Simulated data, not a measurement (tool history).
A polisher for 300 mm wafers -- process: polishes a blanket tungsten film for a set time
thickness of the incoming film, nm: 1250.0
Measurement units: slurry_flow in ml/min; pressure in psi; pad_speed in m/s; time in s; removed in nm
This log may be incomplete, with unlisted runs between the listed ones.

run,day,slurry_flow,pressure,pad_speed,slurry_solids,time,removed
1,0.000,125,3.6,1.02,1.0,48,250.040
2,0.050,125,4.2,1.02,1.0,48,294.410
3,0.371,125,4.2,0.80,1.0,48,232.390
4,0.504,120,3.6,0.74,1.0,48,183.380
5,0.571,115,3.1,0.70,1.0,48,149.590
6,0.708,115,3.1,0.50,1.0,48,107.090
7,0.992,115,2.9,0.50,1.0,48,101.630
8,1.096,115,2.8,0.50,1.0,48,97.731

Forecast run 9:
9,1.221,115,2.7,0.50,1.0,48,?

removed: 94.945 nm

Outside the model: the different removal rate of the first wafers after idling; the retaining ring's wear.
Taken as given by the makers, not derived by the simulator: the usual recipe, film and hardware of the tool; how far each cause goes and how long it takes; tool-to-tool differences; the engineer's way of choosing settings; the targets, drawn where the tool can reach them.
